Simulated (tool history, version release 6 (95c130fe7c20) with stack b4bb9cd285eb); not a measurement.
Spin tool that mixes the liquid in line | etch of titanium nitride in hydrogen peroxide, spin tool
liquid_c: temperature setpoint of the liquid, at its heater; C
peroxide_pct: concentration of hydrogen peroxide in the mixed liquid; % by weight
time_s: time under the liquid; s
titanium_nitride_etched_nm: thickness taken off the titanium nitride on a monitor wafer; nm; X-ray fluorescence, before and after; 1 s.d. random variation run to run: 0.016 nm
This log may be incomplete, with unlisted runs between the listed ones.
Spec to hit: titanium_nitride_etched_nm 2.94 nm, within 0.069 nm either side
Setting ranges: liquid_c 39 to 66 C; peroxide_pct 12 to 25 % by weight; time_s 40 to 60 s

run	hour	liquid_c	peroxide_pct	time_s	titanium_nitride_etched_nm
1	0	55	17	60	3.95
2	8.2	55	17	60	3.9791
3	14.5	53.5	17	60	3.5895
4	18.7	53.5	17	60	3.5892
5	19.3	59	17	60	5.1941
6	22.1	54.5	17	60	3.8055
7	28.6	54.5	17	60	3.8
8	30.7	54.5	17	60	3.8212
9	34.2	50	17	60	2.7654

Pick the move, out of 5, that brings all results within their allowed miss; only one does.
A	37.7	50	17.5	60	?
B	37.7	48.5	18.5	60	?
C	37.7	50	15.5	60	?
D	37.7	50	18	60	?
E	37.7	51	15.5	60	?

move	titanium_nitride_etched_nm
A	2.7656
B	2.5098
C	2.6955
D	2.7822
E	2.8967
A: about as far from the targets as the last run
B: lands further from the targets than the last run did
C: lands further from the targets than the last run did
D: gains on the last run, yet a result remains outside its allowed miss
E: every result within its allowed miss
The move that meets every target is E.
